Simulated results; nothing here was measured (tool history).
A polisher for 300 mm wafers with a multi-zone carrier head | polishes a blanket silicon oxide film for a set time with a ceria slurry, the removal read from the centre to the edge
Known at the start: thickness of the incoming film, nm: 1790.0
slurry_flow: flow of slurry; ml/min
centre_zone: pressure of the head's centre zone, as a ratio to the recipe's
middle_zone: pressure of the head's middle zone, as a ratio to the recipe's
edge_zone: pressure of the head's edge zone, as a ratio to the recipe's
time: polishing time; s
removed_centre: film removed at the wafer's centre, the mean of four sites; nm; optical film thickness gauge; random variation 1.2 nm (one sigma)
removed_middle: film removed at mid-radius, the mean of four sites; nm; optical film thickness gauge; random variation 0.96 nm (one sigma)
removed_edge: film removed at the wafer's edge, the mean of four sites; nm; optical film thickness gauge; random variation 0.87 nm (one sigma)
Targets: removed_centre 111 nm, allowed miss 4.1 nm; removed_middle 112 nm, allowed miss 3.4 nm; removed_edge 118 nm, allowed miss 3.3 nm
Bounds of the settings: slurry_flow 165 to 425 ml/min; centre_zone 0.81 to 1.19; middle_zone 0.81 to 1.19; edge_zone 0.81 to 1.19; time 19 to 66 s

Run 1, hour 0: slurry_flow 275 ml/min, centre_zone 1, middle_zone 1, edge_zone 1, time 42 s. Result: removed_centre 146.16 nm, removed_middle 143.5 nm, removed_edge 138.02 nm.
Run 2, hour 1.4: slurry_flow 275 ml/min, centre_zone 1, middle_zone 1, edge_zone 1, time 36 s. Result: removed_centre 127.62 nm, removed_middle 125.14 nm, removed_edge 117.98 nm.
Run 3, hour 8.8: slurry_flow 275 ml/min, centre_zone 1.04, middle_zone 1, edge_zone 1, time 36 s. Result: removed_centre 131.03 nm, removed_middle 126.63 nm, removed_edge 118.2 nm.
Run 4, hour 14.6: slurry_flow 270 ml/min, centre_zone 1.01, middle_zone 0.99, edge_zone 1.01, time 36 s. Result: removed_centre 128.11 nm, removed_middle 122.33 nm, removed_edge 118.82 nm.
At hour 18.3: edge zone pressure recalibrated.
Run 5, hour 18.3: slurry_flow 270 ml/min, centre_zone 1.08, middle_zone 0.99, edge_zone 1.01, time 36 s. Result: removed_centre 136.55 nm, removed_middle 121.61 nm, removed_edge 125.61 nm.
Run 6, hour 24.3: slurry_flow 270 ml/min, centre_zone 1.08, middle_zone 0.99, edge_zone 0.97, time 36 s. Result: removed_centre 137.92 nm, removed_middle 124.02 nm, removed_edge 124.26 nm.
Run 7, hour 28.1: slurry_flow 270 ml/min, centre_zone 1.08, middle_zone 0.99, edge_zone 0.97, time 36 s. Result: removed_centre 138.91 nm, removed_middle 122.37 nm, removed_edge 125.1 nm.
Run 8, hour 30.4: slurry_flow 255 ml/min, centre_zone 1.06, middle_zone 0.98, edge_zone 1, time 36 s. Result: removed_centre 130.18 nm, removed_middle 121.15 nm, removed_edge 124.8 nm.

5 next moves are on the table. One of them brings every result within its allowed miss. Which?
Run A, hour 32.7: slurry_flow 210 ml/min, centre_zone 0.94, middle_zone 0.97, edge_zone 0.92, time 34 s. Result: removed_centre ?, removed_middle ?, removed_edge ?.
Run B, hour 32.7: slurry_flow 165 ml/min, centre_zone 0.99, middle_zone 1, edge_zone 1.06, time 34 s. Result: removed_centre ?, removed_middle ?, removed_edge ?.
Run C, hour 32.7: slurry_flow 250 ml/min, centre_zone 0.92, middle_zone 1.03, edge_zone 0.95, time 32 s. Result: removed_centre ?, removed_middle ?, removed_edge ?.
Run D, hour 32.7: slurry_flow 280 ml/min, centre_zone 0.89, middle_zone 1.05, edge_zone 1.03, time 31 s. Result: removed_centre ?, removed_middle ?, removed_edge ?.
Run E, hour 32.7: slurry_flow 340 ml/min, centre_zone 1.1, middle_zone 0.98, edge_zone 0.91, time 37 s. Result: removed_centre ?, removed_middle ?, removed_edge ?.

move  removed_centre  removed_middle  removed_edge
   A          108.23          110.75        112.32
   B          110.85          110.72        117.93
   C          101.58          111.49        108.56
   D          96.242          110.88        110.13
   E          144.59          126.66        125.51
A: brings the result that was furthest off to its target, and leaves another outside
B: meets every target
C: takes the result that was furthest off past its target
D: takes the result that was furthest off past its target
E: further off than the last run
The right move is B.
